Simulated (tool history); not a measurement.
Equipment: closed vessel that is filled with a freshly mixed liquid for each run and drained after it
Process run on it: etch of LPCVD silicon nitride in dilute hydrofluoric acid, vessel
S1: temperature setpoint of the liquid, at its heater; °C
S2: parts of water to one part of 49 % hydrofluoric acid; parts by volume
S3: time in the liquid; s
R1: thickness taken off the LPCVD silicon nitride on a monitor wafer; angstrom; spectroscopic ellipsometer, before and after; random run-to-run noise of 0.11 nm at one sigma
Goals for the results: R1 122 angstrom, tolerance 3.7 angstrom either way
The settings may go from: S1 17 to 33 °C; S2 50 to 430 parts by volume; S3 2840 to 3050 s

Run 1, hour 0: S1 25 °C, S2 240 parts by volume, S3 2840 s. Result: R1 68.65 angstrom.
Run 2, hour 6.6: S1 25 °C, S2 305 parts by volume, S3 2840 s. Result: R1 52.662 angstrom.
Run 3, hour 11.6: S1 27 °C, S2 285 parts by volume, S3 2845 s. Result: R1 64.417 angstrom.
Run 4, hour 20.4: S1 27 °C, S2 285 parts by volume, S3 2840 s. Result: R1 64.85 angstrom.
Run 5, hour 23.6: S1 27 °C, S2 285 parts by volume, S3 2840 s. Result: R1 65.133 angstrom.
Run 6, hour 27.3: S1 28.5 °C, S2 270 parts by volume, S3 2840 s. Result: R1 74.404 angstrom.
Run 7, hour 35.8: S1 29.5 °C, S2 255 parts by volume, S3 2840 s. Result: R1 82.992 angstrom.
Run 8, hour 37.5: S1 33 °C, S2 195 parts by volume, S3 2845 s. Result: R1 135.54 angstrom.

Of the 5 settings listed for the next run, only one would bring every result within its allowed miss of target. Which one?
Run A, hour 39.2: S1 33 °C, S2 175 parts by volume, S3 2945 s. Result: R1 ?.
Run B, hour 39.2: S1 32 °C, S2 155 parts by volume, S3 2840 s. Result: R1 ?.
Run C, hour 39.2: S1 33 °C, S2 185 parts by volume, S3 2875 s. Result: R1 ?.
Run D, hour 39.2: S1 31.5 °C, S2 195 parts by volume, S3 2840 s. Result: R1 ?.
Run E, hour 39.2: S1 33 °C, S2 175 parts by volume, S3 3050 s. Result: R1 ?.

move      R1
   A  156.08
   B  160.68
   C  143.87
   D  123.24
   E  161.65
A: its largest miss is bigger than the last run's
B: its largest miss is bigger than the last run's
C: its largest miss is bigger than the last run's
D: in spec on every target
E: its largest miss is bigger than the last run's
D meets every target.

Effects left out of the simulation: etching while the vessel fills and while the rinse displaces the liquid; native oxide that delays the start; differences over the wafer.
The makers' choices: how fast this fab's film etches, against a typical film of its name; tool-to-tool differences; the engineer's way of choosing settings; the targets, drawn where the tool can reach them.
